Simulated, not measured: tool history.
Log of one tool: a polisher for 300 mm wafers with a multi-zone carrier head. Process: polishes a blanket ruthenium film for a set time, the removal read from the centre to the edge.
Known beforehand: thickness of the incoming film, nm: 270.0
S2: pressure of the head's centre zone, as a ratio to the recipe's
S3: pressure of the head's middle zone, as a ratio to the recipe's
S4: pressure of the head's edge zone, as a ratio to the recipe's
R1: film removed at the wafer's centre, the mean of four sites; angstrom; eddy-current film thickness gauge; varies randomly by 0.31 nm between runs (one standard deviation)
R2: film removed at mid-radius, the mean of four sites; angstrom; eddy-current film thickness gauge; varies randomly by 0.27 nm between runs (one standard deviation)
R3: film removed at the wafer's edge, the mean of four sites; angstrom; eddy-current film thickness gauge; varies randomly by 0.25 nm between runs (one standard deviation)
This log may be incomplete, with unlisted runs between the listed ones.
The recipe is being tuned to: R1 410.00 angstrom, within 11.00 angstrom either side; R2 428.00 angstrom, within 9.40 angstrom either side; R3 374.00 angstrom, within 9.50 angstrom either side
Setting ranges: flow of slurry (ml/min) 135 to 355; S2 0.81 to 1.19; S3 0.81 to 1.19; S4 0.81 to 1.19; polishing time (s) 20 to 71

{"run": 1, "hour": 0.0, "flow of slurry (ml/min)": 225, "S2": 1.0, "S3": 1.0, "S4": 1.0, "polishing time (s)": 45, "R1": 328.78, "R2": 335.59, "R3": 327.57}
{"run": 2, "hour": 3.0, "flow of slurry (ml/min)": 225, "S2": 1.0, "S3": 1.0, "S4": 0.95, "polishing time (s)": 45, "R1": 327.32, "R2": 339.02, "R3": 328.4}
{"run": 3, "hour": 6.5, "flow of slurry (ml/min)": 225, "S2": 1.0, "S3": 1.04, "S4": 0.95, "polishing time (s)": 45, "R1": 324.4, "R2": 346.05, "R3": 328.04}
{"run": 4, "hour": 7.0, "flow of slurry (ml/min)": 235, "S2": 1.01, "S3": 1.05, "S4": 0.95, "polishing time (s)": 45, "R1": 326.73, "R2": 351.55, "R3": 325.14}
{"run": 5, "hour": 12.3, "flow of slurry (ml/min)": 185, "S2": 1.01, "S3": 1.05, "S4": 0.95, "polishing time (s)": 45, "R1": 318.41, "R2": 337.93, "R3": 316.79}
{"hour": 17.1, "done": "worn pad replaced by a new one"}
{"run": 6, "hour": 17.1, "flow of slurry (ml/min)": 200, "S2": 1.02, "S3": 1.06, "S4": 0.96, "polishing time (s)": 45, "R1": 339.9, "R2": 363.22, "R3": 336.1}
{"run": 7, "hour": 21.9, "flow of slurry (ml/min)": 265, "S2": 1.06, "S3": 1.06, "S4": 0.89, "polishing time (s)": 46, "R1": 383.4, "R2": 388.42, "R3": 353.01}
{"run": 8, "hour": 28.5, "flow of slurry (ml/min)": 270, "S2": 1.06, "S3": 1.07, "S4": 0.89, "polishing time (s)": 46, "R1": 380.11, "R2": 394.26, "R3": 349.21}
{"run": 9, "hour": 37.0, "flow of slurry (ml/min)": 275, "S2": 1.06, "S3": 1.07, "S4": 0.9, "polishing time (s)": 46, "R1": 382.24, "R2": 389.7, "R3": 355.19}
{"run": 10, "hour": 42.3, "flow of slurry (ml/min)": 280, "S2": 1.06, "S3": 1.08, "S4": 0.9, "polishing time (s)": 46, "R1": 378.74, "R2": 392.22, "R3": 354.69}
{"run": 11, "hour": 46.7, "flow of slurry (ml/min)": 285, "S2": 1.06, "S3": 1.09, "S4": 0.9, "polishing time (s)": 46, "R1": 379.68, "R2": 398.37, "R3": 354.02}
{"run": 12, "hour": 54.6, "flow of slurry (ml/min)": 290, "S2": 1.06, "S3": 1.09, "S4": 0.9, "polishing time (s)": 46, "R1": 383.92, "R2": 404.12, "R3": 351.77}

Which of these 4 next moves meets every target?
{"run": "A", "hour": 62.5, "flow of slurry (ml/min)": 305, "S2": 1.09, "S3": 1.13, "S4": 0.98, "polishing time (s)": 47, "R1": "?", "R2": "?", "R3": "?"}
{"run": "B", "hour": 62.5, "flow of slurry (ml/min)": 310, "S2": 1.13, "S3": 1.12, "S4": 0.82, "polishing time (s)": 47, "R1": "?", "R2": "?", "R3": "?"}
{"run": "C", "hour": 62.5, "flow of slurry (ml/min)": 285, "S2": 0.97, "S3": 1.16, "S4": 0.91, "polishing time (s)": 48, "R1": "?", "R2": "?", "R3": "?"}
{"run": "D", "hour": 62.5, "flow of slurry (ml/min)": 260, "S2": 0.97, "S3": 1.1, "S4": 0.94, "polishing time (s)": 50, "R1": "?", "R2": "?", "R3": "?"}

move=A R1=404.63 R2=422.50 R3=369.95
move=B R1=420.27 R2=419.90 R3=354.52
move=C R1=364.79 R2=438.68 R3=368.68
move=D R1=375.72 R2=432.28 R3=384.62
A: every result within its allowed miss
B: gets the furthest-off result to its target, but another result is out of tolerance
C: takes the biggest miss from the last run beyond its target
D: gets the furthest-off result to its target, but another result is out of tolerance
Go with A: it meets all targets.
